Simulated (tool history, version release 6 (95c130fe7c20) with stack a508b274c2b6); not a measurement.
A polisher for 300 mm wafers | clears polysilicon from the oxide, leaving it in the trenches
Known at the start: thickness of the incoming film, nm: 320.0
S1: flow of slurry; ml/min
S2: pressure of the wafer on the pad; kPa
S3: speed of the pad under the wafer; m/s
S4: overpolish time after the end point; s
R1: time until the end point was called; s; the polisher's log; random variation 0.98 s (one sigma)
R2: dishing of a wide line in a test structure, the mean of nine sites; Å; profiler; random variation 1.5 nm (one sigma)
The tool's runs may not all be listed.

run 1 day=0 | S1=280 S2=19.3 S3=0.96 S4=22 | R1=23.47 R2=788.36
run 2 day=0.046 | S1=210 S2=19.3 S3=0.96 S4=22 | R1=24.113 R2=810.99
run 3 day=0.288 | S1=270 S2=19.3 S3=0.96 S4=22 | R1=24.096 R2=817.74
run 4 day=0.65 | S1=270 S2=17.2 S3=0.92 S4=20 | R1=26.634 R2=768.28
run 5 day=0.983 | S1=270 S2=17.2 S3=0.92 S4=12 | R1=26.363 R2=684.2
run 6 day=1.312 | S1=270 S2=17.2 S3=1.14 S4=12 | R1=22.831 R2=725.66

Forecast run 7:
run 7 day=1.658 | S1=260 S2=15.2 S3=1.04 S4=15 | R1=? R2=?

{"run 7": {"R1": 25.55, "R2": 723.32}}
